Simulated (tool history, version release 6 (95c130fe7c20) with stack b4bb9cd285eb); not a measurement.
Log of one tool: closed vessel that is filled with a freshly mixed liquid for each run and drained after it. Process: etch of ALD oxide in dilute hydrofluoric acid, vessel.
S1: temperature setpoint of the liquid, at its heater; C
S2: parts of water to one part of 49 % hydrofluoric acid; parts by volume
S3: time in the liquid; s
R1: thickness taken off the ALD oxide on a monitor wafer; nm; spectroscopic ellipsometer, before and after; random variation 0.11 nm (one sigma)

run 1 hour=0 | S1=26 S2=290 S3=475 | R1=21.699
run 2 hour=7.6 | S1=24.5 S2=305 S3=475 | R1=19.555
run 3 hour=12.7 | S1=24.5 S2=390 S3=475 | R1=13.994
run 4 hour=14.2 | S1=24.5 S2=300 S3=475 | R1=19.705
run 5 hour=22.1 | S1=23 S2=310 S3=475 | R1=18.045
run 6 hour=27.8 | S1=23 S2=230 S3=475 | R1=26.044

The next listed run, before its measurement:
run 7 hour=35.8 | S1=22 S2=260 S3=475 | R1=?

Run 7 gave R1 21.932 nm.
